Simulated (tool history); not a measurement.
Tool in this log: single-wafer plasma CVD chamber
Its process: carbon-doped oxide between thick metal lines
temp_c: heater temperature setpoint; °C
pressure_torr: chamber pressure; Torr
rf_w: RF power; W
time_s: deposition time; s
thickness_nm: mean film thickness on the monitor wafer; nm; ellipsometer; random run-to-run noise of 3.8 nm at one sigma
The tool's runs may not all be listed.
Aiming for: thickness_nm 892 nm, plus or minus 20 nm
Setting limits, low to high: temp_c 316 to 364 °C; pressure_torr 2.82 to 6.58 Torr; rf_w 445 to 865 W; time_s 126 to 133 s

run  hour  temp_c  pressure_torr  rf_w  time_s  thickness_nm
  1     0     340            4.7   655     133        783.82
  2   8.5     338           4.99   675     133        807.03
  3   9.8     338           5.68   675     133         822.9
  4  11.5     336           5.85   690     133        841.92
  5  18.7     335           5.98   700     133        860.29
  6  24.3     335           5.98   635     133        810.68
  7  25.5     333           6.13   650     133        831.73
     27.9  -- RF generator calibrated
  8  27.9     331           6.25   660     133        854.16

Next run, 5 choices. One meets every target within its allowed miss, the rest don't. Which?
  A  30.3     337           6.02   675     130             ?
  B  30.3     330            6.3   695     133             ?
  C  30.3     317            6.4   710     133             ?
  D  30.3     334           6.07   630     128             ?
  E  30.3     329           6.16   725     126             ?

move  thickness_nm
   A        825.84
   B        881.95
   C        939.29
   D        797.18
   E        853.15
A: its largest miss is bigger than the last run's
B: in spec on every target
C: takes the biggest miss from the last run beyond its target
D: its largest miss is bigger than the last run's
E: neither nearer nor further off than the last run
B is the move that brings every result within its allowed miss.
